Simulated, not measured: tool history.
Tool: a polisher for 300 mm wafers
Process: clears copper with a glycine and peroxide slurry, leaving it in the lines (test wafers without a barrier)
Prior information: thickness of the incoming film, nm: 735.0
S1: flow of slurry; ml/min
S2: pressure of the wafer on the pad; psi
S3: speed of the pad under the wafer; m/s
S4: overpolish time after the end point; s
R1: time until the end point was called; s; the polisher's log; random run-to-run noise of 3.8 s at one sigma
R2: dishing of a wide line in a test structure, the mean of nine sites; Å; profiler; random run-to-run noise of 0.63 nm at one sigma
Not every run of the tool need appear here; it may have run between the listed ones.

| run | hour | S1 | S2 | S3 | S4 | R1 | R2 |
|---|---|---|---|---|---|---|---|
| 1 | 0 | 185 | 2.6 | 1.2 | 10 | 133.22 | 360.51 |
| 2 | 6.4 | 185 | 2.2 | 1.2 | 10 | 150.43 | 325.11 |
| 3 | 12 | 185 | 2.1 | 1.2 | 10 | 156.54 | 316.16 |
| 4 | 20.7 | 185 | 2.1 | 1.2 | 8 | 152.62 | 267.22 |
| 5 | 23.5 | 185 | 2.1 | 1.2 | 6 | 151.11 | 207.31 |
| 6 | 26.3 | 185 | 2 | 1.2 | 7 | 158.55 | 229.49 |

Run 7, settings as shown, results not yet in. Your forecast:
| 7 | 29.5 | 185 | 1.9 | 1.2 | 8 | ? | ? |

R1: 164.13 s
R2: 255.39 Å
